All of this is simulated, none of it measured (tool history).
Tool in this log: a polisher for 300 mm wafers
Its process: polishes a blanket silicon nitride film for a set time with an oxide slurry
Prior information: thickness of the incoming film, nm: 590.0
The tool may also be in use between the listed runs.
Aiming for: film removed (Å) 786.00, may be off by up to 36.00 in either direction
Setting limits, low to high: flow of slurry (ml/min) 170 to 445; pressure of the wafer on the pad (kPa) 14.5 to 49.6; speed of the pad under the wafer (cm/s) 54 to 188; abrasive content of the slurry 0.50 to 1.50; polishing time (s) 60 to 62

run,hour,flow of slurry (ml/min),pressure of the wafer on the pad (kPa),speed of the pad under the wafer (cm/s),abrasive content of the slurry,polishing time (s),film removed (Å)
1,0.0,285,31.7,120,1.00,60,521.38
2,3.2,285,31.7,134,1.00,60,590.03
3,5.4,250,31.7,134,1.00,60,573.69
4,7.9,250,33.1,134,1.00,60,592.83
5,16.9,250,33.1,160,1.00,60,691.56
6,24.0,250,33.1,160,1.10,60,708.27
7,24.9,250,33.8,160,1.10,60,711.09
8,26.4,250,34.5,160,1.10,60,706.95
9,30.2,250,35.2,160,1.10,60,739.24

5 next moves are on the table. One of them brings every result within its allowed miss. Which?
A,34.0,210,36.5,134,1.15,62,?
B,34.0,200,44.1,166,1.05,62,?
C,34.0,240,44.8,166,1.00,60,?
D,34.0,170,42.1,176,1.20,60,?
E,34.0,285,34.5,168,1.05,62,?

move,film removed (Å)
A,683.04
B,906.14
C,893.71
D,903.98
E,783.08
A: the biggest miss grows against the last run
B: pushes the last run's worst result past its target
C: pushes the last run's worst result past its target
D: pushes the last run's worst result past its target
E: each result inside its tolerance
Move E is the one to make.
